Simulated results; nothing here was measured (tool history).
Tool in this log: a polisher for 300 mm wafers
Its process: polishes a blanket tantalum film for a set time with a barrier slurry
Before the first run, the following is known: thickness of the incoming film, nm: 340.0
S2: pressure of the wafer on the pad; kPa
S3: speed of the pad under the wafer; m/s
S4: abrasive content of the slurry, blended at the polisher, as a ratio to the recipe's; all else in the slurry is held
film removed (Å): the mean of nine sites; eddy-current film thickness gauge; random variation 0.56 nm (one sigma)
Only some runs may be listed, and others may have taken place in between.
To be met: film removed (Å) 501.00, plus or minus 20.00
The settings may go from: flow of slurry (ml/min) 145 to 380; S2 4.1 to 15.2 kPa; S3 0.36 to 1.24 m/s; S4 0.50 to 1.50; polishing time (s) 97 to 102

run 1 hour=0.0 | flow_of_slurry_(ml/min)=245 S2=9.7 S3=0.80 S4=1.00 polishing_time_(s)=97 | film_removed_(Å)=960.47
run 2 hour=5.2 | flow_of_slurry_(ml/min)=245 S2=9.7 S3=0.94 S4=1.00 polishing_time_(s)=97 | film_removed_(Å)=1108.50
run 3 hour=9.7 | flow_of_slurry_(ml/min)=225 S2=9.7 S3=0.94 S4=1.00 polishing_time_(s)=97 | film_removed_(Å)=1095.30
run 4 hour=13.3 | flow_of_slurry_(ml/min)=225 S2=9.7 S3=0.94 S4=0.85 polishing_time_(s)=97 | film_removed_(Å)=1062.90
run 5 hour=22.3 | flow_of_slurry_(ml/min)=225 S2=8.3 S3=0.90 S4=0.85 polishing_time_(s)=97 | film_removed_(Å)=878.47
run 6 hour=23.5 | flow_of_slurry_(ml/min)=225 S2=6.9 S3=0.86 S4=0.85 polishing_time_(s)=97 | film_removed_(Å)=699.72
run 7 hour=29.7 | flow_of_slurry_(ml/min)=225 S2=6.2 S3=0.86 S4=0.85 polishing_time_(s)=97 | film_removed_(Å)=645.13
run 8 hour=31.5 | flow_of_slurry_(ml/min)=225 S2=6.2 S3=0.86 S4=0.85 polishing_time_(s)=97 | film_removed_(Å)=658.83
run 9 hour=36.4 | flow_of_slurry_(ml/min)=225 S2=5.5 S3=0.86 S4=0.85 polishing_time_(s)=97 | film_removed_(Å)=590.97
run 10 hour=39.5 | flow_of_slurry_(ml/min)=225 S2=4.8 S3=0.86 S4=0.85 polishing_time_(s)=97 | film_removed_(Å)=525.43
run 11 hour=44.8 | flow_of_slurry_(ml/min)=225 S2=4.8 S3=0.86 S4=0.85 polishing_time_(s)=97 | film_removed_(Å)=524.14

4 candidate next runs follow, results not yet known. Just one meets every target within its allowed miss. Identify it.
run A hour=50.1 | flow_of_slurry_(ml/min)=260 S2=4.1 S3=0.80 S4=0.85 polishing_time_(s)=97 | film_removed_(Å)=?
run B hour=50.1 | flow_of_slurry_(ml/min)=220 S2=4.1 S3=0.80 S4=0.90 polishing_time_(s)=98 | film_removed_(Å)=?
run C hour=50.1 | flow_of_slurry_(ml/min)=195 S2=5.5 S3=0.74 S4=0.75 polishing_time_(s)=102 | film_removed_(Å)=?
run D hour=50.1 | flow_of_slurry_(ml/min)=205 S2=4.8 S3=0.92 S4=0.85 polishing_time_(s)=97 | film_removed_(Å)=?

move=A film_removed_(Å)=435.79
move=B film_removed_(Å)=438.83
move=C film_removed_(Å)=498.20
move=D film_removed_(Å)=548.94
A: carries the result that was furthest off beyond its target, to the other side
B: carries the result that was furthest off beyond its target, to the other side
C: each result inside its tolerance
D: further off than the last run
Answer: C
